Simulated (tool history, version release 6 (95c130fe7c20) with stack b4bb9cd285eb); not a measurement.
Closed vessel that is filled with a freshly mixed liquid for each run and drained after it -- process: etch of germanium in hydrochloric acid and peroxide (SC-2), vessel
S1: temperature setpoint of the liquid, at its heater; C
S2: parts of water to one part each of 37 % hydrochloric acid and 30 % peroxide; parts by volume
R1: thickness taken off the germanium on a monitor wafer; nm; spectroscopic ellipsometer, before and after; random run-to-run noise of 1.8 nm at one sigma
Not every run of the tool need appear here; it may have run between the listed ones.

{"run": 1, "hour": 0.0, "S1": 49.0, "S2": 6.5, "time in the liquid (s)": 85, "R1": 276.67}
{"run": 2, "hour": 3.4, "S1": 55.5, "S2": 6.5, "time in the liquid (s)": 85, "R1": 348.61}
{"run": 3, "hour": 8.3, "S1": 53.0, "S2": 6.5, "time in the liquid (s)": 85, "R1": 312.75}
{"run": 4, "hour": 9.7, "S1": 53.0, "S2": 6.5, "time in the liquid (s)": 90, "R1": 331.52}
{"run": 5, "hour": 16.7, "S1": 53.0, "S2": 4.5, "time in the liquid (s)": 90, "R1": 342.45}
{"run": 6, "hour": 22.7, "S1": 56.0, "S2": 4.5, "time in the liquid (s)": 90, "R1": 365.02}
{"run": 7, "hour": 27.3, "S1": 53.5, "S2": 4.5, "time in the liquid (s)": 90, "R1": 348.66}
{"run": 8, "hour": 32.0, "S1": 51.0, "S2": 4.5, "time in the liquid (s)": 90, "R1": 320.45}
{"run": 9, "hour": 34.2, "S1": 49.0, "S2": 4.5, "time in the liquid (s)": 90, "R1": 294.53}
{"run": 10, "hour": 37.4, "S1": 47.5, "S2": 4.5, "time in the liquid (s)": 90, "R1": 285.6}
{"run": 11, "hour": 40.7, "S1": 46.0, "S2": 4.5, "time in the liquid (s)": 90, "R1": 271.25}
{"run": 12, "hour": 45.2, "S1": 44.5, "S2": 4.5, "time in the liquid (s)": 90, "R1": 259.01}

What does the tool deliver on the next run?
{"run": 13, "hour": 49.4, "S1": 43.5, "S2": 4.5, "time in the liquid (s)": 90, "R1": "?"}

Run 13 yielded R1 253.21 nm.

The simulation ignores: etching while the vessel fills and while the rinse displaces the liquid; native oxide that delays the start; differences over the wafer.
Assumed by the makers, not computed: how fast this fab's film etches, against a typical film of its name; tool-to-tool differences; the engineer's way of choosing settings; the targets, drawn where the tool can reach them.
